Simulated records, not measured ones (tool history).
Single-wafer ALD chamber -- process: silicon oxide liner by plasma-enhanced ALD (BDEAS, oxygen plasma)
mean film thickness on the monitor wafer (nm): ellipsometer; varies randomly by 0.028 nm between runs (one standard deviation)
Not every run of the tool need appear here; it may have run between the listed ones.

run  hour  heater temperature setpoint (K)  number of ALD cycles (cycles)  mean film thickness on the monitor wafer (nm)
  1   0.0                           583.15                             57                                         6.1937
  2   3.6                           583.15                             55                                         5.9652
  3  10.2                           583.15                             54                                         5.8294
  4  12.4                           583.15                             57                                         6.2178
  5  19.7                           583.15                             55                                         5.9884
  6  23.0                           589.15                             55                                         5.9416
  7  23.7                           589.15                             54                                         5.7909
  8  24.6                           589.15                             53                                         5.6848
  9  26.9                           589.15                             52                                         5.5623
 10  31.1                           589.15                             51                                         5.4622
 11  33.3                           589.15                             50                                         5.3716

Run 12, settings as shown, results not yet in. Your forecast:
 12  34.9                           589.15                             50                                              ?

mean film thickness on the monitor wafer (nm): 5.3918
